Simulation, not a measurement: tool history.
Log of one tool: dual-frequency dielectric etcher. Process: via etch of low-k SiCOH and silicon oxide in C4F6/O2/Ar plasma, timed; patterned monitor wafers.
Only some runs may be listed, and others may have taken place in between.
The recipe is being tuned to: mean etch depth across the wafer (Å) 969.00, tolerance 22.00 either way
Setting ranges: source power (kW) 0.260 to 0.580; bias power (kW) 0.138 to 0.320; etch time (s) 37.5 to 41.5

run	day	source power (kW)	bias power (kW)	etch time (s)	mean etch depth across the wafer (Å)
1	0.000	0.420	0.229	41.5	1078.60
2	0.367	0.460	0.229	41.5	1117.40
3	0.404	0.460	0.252	41.5	1150.20
4	0.762	0.460	0.270	41.5	1180.80
5	0.950	0.440	0.264	41.5	1136.50
6	1.254	0.440	0.249	41.5	1131.90
7	1.533	0.420	0.244	41.5	1101.90
8	1.808	0.400	0.240	41.5	1068.60
9	1.925	0.390	0.238	41.5	1051.70
10	2.279	0.380	0.236	41.5	1048.90
11	2.379	0.370	0.234	41.5	1024.60
12	2.488	0.360	0.233	41.5	1017.10
13	2.512	0.350	0.232	41.5	1007.90

Next run, 5 choices. One meets every target within its allowed miss, the rest don't. Which?
A	2.538	0.410	0.212	40.5	?
B	2.538	0.350	0.224	40.5	?
C	2.538	0.380	0.257	40.0	?
D	2.538	0.370	0.286	39.0	?
E	2.538	0.270	0.252	40.5	?

move	mean etch depth across the wafer (Å)
A	1009.30
B	961.91
C	1027.70
D	1027.00
E	897.05
A: neither nearer nor further off than the last run
B: hits every target within its allowed miss
C: its largest miss is bigger than the last run's
D: its largest miss is bigger than the last run's
E: moves the result that the last run missed by most past its target, out the other side
The move that meets every target is B.
